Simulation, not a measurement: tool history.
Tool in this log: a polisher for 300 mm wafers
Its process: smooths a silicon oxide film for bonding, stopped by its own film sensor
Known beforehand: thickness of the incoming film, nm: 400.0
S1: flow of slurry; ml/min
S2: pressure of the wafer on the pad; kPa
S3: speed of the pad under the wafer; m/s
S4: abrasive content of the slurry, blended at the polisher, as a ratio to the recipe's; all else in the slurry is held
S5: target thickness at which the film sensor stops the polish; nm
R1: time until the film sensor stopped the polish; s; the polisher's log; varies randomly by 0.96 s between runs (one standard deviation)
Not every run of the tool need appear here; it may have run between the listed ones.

run  hour   S1    S2    S3  S4   S5      R1
  1     0  240  11.7  0.72   1  319   165.2
  2   0.5  240  13.1  0.72   1  319  149.15
  3   3.4  240  14.5  0.74   1  319  130.75
  4   5.8  240  14.5  0.84   1  319  123.66
  5  11.5  240  14.5  0.66   1  319  141.06
  6  19.4  240  14.5  0.66   1  319   141.5
  7  23.3  240  15.2   0.7   1  319  131.91
  8  28.4  240  15.9  0.74   1  319  122.55
  9  37.2  240  16.5  0.78   1  319  114.39

Predict the results of run 10:
 10  39.3  240  16.5  0.78   1  319   ?

For run 10 the tool returned R1 115.3 s.
